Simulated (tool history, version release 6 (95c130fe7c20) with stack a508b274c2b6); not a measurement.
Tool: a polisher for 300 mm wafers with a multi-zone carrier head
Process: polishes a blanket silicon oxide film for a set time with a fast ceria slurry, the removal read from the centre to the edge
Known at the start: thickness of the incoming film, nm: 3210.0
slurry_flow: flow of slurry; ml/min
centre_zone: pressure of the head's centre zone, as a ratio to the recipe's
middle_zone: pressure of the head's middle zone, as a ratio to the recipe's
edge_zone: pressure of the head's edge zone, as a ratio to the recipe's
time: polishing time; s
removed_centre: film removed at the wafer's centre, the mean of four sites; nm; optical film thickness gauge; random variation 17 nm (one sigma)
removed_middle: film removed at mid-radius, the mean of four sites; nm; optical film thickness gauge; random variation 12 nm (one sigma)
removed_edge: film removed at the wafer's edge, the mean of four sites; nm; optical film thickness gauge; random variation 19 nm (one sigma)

| run | hour | slurry_flow | centre_zone | middle_zone | edge_zone | time | removed_centre | removed_middle | removed_edge |
|---|---|---|---|---|---|---|---|---|---|
| 1 | 0.0 | 290 | 1.00 | 1.00 | 1.00 | 49 | 1208.7 | 1213.7 | 1206.8 |
| 2 | 6.6 | 290 | 0.96 | 1.00 | 1.00 | 49 | 1152.1 | 1212.0 | 1228.5 |
| 3 | 9.8 | 295 | 0.96 | 1.00 | 1.04 | 51 | 1248.4 | 1247.3 | 1290.6 |
| 4 | 10.8 | 295 | 0.93 | 1.01 | 1.07 | 52 | 1206.6 | 1286.3 | 1280.3 |
| 5 | 19.8 | 345 | 0.93 | 1.01 | 1.07 | 52 | 1194.5 | 1321.2 | 1310.5 |
| 6 | 22.8 | 345 | 0.93 | 1.01 | 1.13 | 52 | 1254.6 | 1315.4 | 1332.7 |
| 7 | 31.8 | 350 | 0.91 | 0.99 | 1.14 | 53 | 1220.4 | 1322.7 | 1400.6 |

Run 8 comes next. What will it give?
| 8 | 39.5 | 355 | 0.91 | 0.98 | 1.15 | 54 | ? | ? | ? |

removed_centre: 1281.8 nm
removed_middle: 1320.6 nm
removed_edge: 1385.2 nm

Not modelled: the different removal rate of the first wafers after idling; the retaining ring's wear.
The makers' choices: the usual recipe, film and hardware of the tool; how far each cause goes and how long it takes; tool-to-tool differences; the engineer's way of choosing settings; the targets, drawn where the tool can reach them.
